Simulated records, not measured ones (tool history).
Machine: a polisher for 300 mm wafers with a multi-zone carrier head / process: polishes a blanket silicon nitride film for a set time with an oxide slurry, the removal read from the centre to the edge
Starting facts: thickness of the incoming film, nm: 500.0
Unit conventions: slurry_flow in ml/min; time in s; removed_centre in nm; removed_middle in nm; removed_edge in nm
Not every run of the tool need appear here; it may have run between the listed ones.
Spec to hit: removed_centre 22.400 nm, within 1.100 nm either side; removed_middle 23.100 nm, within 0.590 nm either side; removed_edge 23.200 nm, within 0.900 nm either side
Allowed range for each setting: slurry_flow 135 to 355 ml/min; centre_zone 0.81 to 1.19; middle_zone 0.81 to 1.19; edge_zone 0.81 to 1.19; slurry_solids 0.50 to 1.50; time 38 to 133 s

run,day,slurry_flow,centre_zone,middle_zone,edge_zone,slurry_solids,time,removed_centre,removed_middle,removed_edge
1,0.000,225,1.00,1.00,1.00,1.00,85,31.901,31.889,31.232
2,0.021,225,1.00,1.07,1.00,1.00,85,32.031,33.610,31.232
3,0.212,225,1.00,1.07,0.92,1.00,85,32.087,33.348,30.629
4,0.458,225,1.00,1.07,0.92,1.00,101,37.709,39.971,35.825
5,0.542,275,1.00,1.07,0.92,1.00,101,38.390,40.315,37.047
6,0.838,325,1.00,1.07,0.92,1.00,101,38.707,41.574,36.857
7,0.971,325,1.00,1.07,0.92,1.00,101,39.397,40.871,36.679
8,1.317,325,0.98,1.04,0.92,0.90,97,35.035,36.611,34.363
9,1.575,325,0.97,1.04,0.91,0.80,92,30.320,31.708,29.330
10,1.833,325,0.95,1.02,0.90,0.75,91,28.104,29.792,28.043
11,1.904,325,0.94,1.00,0.89,0.70,91,26.237,27.725,26.734
12,2.254,320,0.94,0.99,0.87,0.70,91,26.256,27.540,26.442
13,2.433,315,0.93,0.98,0.86,0.70,91,26.403,27.626,25.698
14,2.467,310,0.91,0.95,0.86,0.70,91,25.509,26.478,26.230
15,2.775,305,0.90,0.94,0.85,0.65,91,24.562,24.575,24.770
16,2.842,295,0.89,0.94,0.84,0.65,91,24.099,24.771,23.980
17,2.912,290,0.88,0.93,0.84,0.65,91,24.158,24.299,24.587
18,3.150,260,0.85,0.94,0.81,0.55,91,19.479,20.903,20.312
19,3.325,275,0.85,0.94,0.82,0.55,91,19.927,21.325,21.153
20,3.462,290,0.86,0.94,0.82,0.55,91,20.021,21.152,21.278
21,3.571,295,0.87,0.95,0.83,0.55,91,19.993,21.390,21.260
22,3.700,300,0.88,0.95,0.84,0.55,91,20.451,21.732,21.147
23,3.988,310,0.88,0.95,0.85,0.55,91,20.233,21.677,21.171
24,4.088,315,0.88,0.95,0.86,0.55,91,20.546,21.421,21.492
25,4.462,320,0.88,0.95,0.86,0.55,91,20.045,21.458,21.500

Exactly one of the 4 candidate moves below puts every result within its allowed miss. Which one?
A,4.838,285,1.02,1.08,0.81,0.65,77,?,?,?
B,4.838,330,0.97,0.98,0.98,0.55,94,?,?,?
C,4.838,290,0.98,0.86,0.93,0.90,68,?,?,?
D,4.838,290,0.84,1.07,0.81,0.60,77,?,?,?

move,removed_centre,removed_middle,removed_edge
A,22.537,23.521,20.258
B,23.097,23.050,22.639
C,24.323,21.645,23.453
D,18.248,21.839,18.943
A: gets the furthest-off result to its target, but another result is out of tolerance
B: in spec on every target
C: moves toward the targets from the last run without getting all of them in spec
D: moves away from the targets compared with the last run
The right move is B.

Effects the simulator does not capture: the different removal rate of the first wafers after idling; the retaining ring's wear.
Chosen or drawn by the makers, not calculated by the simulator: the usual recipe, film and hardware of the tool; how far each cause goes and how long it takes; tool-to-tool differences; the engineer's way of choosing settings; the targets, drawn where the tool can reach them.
